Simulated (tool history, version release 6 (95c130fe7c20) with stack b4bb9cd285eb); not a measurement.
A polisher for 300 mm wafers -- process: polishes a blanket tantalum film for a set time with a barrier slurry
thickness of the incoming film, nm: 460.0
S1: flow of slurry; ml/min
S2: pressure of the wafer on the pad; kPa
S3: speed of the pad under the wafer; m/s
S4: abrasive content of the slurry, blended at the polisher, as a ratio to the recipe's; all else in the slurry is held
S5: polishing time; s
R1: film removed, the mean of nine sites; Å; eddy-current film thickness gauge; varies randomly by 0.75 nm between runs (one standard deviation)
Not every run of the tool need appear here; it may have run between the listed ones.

run	hour	S1	S2	S3	S4	S5	R1
1	0	250	15.2	0.96	1	111	1652
2	7	250	13.8	0.94	1	111	1460.3
3	15	250	12.4	0.92	1	111	1280.5
4	17.5	300	12.4	0.92	1	111	1307.8
5	20.7	300	12.4	0.92	1	117	1386.1
6	26.1	300	11	0.9	1	117	1219.4
7	30.3	300	10.3	0.88	1	117	1110.9
8	34.4	300	9.7	0.88	1	117	1032.1

What will run 9 give?
9	35.4	300	9.7	0.88	1	117	?

Run 9 yielded R1 1052.2 Å.
